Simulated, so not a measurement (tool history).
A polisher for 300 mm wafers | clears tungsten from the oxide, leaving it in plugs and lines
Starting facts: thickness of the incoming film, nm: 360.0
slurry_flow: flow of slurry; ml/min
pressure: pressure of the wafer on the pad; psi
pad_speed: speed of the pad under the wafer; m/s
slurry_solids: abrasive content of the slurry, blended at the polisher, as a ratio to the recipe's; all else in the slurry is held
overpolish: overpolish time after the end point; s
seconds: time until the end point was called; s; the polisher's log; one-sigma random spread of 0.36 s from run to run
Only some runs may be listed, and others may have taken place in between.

run,hour,slurry_flow,pressure,pad_speed,slurry_solids,overpolish,seconds
1,0.0,315,3.0,1.14,1.0,47,67.443
2,6.2,315,3.2,1.14,1.0,47,64.543
3,7.6,315,3.2,1.14,1.0,47,64.397
4,12.9,365,3.2,1.14,1.0,47,63.410
5,18.0,365,3.4,1.14,1.0,47,61.553
6,22.2,365,3.4,0.86,1.0,47,76.355
7,24.9,365,3.6,0.90,1.0,47,70.220
8,29.0,365,3.8,0.94,1.0,47,65.186
9,35.9,365,3.9,0.98,1.0,47,61.530

Run 10 has not been measured yet. What should we expect?
10,42.9,365,4.0,1.02,1.0,47,?

{"run 10": {"seconds": 58.944}}
